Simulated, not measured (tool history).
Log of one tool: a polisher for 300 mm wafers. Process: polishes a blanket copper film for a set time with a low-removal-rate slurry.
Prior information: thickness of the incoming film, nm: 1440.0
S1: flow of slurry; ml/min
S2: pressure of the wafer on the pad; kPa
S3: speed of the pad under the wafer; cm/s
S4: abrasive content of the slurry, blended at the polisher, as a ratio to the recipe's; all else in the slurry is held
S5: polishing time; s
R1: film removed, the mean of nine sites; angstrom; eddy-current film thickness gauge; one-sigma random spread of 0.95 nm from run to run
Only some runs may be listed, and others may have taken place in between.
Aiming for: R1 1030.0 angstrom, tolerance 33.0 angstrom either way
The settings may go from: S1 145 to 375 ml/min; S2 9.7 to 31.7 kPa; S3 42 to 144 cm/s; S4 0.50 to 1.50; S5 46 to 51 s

run,hour,S1,S2,S3,S4,S5,R1
1,0.0,240,20.7,92,1.00,51,1356.4
2,8.8,240,20.7,92,1.00,46,1220.7
3,17.9,240,23.4,92,1.00,46,1346.0
4,24.8,240,23.4,92,0.90,46,1305.0
5,29.0,270,23.4,92,0.90,46,1316.5
6,30.8,270,23.4,92,1.10,46,1383.1
7,37.7,270,22.1,92,1.10,46,1297.8
8,42.4,270,20.7,92,1.10,46,1254.8
9,45.0,270,20.0,92,1.10,46,1213.8
10,51.1,270,19.3,92,1.10,46,1171.8
11,57.8,270,18.6,92,1.10,46,1146.3
12,61.2,270,17.9,92,1.10,46,1120.9
13,68.3,270,17.9,92,1.10,46,1131.3
14,69.0,270,17.9,92,1.10,46,1113.8

4 candidate next runs follow, results not yet known. Just one meets every target within its allowed miss. Identify it.
A,69.7,255,17.2,88,1.10,48,?
B,69.7,235,19.3,84,1.10,47,?
C,69.7,310,13.8,106,0.85,50,?
D,69.7,220,17.2,84,1.10,49,?

move,R1
A,1069.6
B,1084.2
C,1085.2
D,1031.5
A: gains on the last run, yet a result remains outside its allowed miss
B: gains on the last run, yet a result remains outside its allowed miss
C: gains on the last run, yet a result remains outside its allowed miss
D: all results in spec
Move D is the one to make.
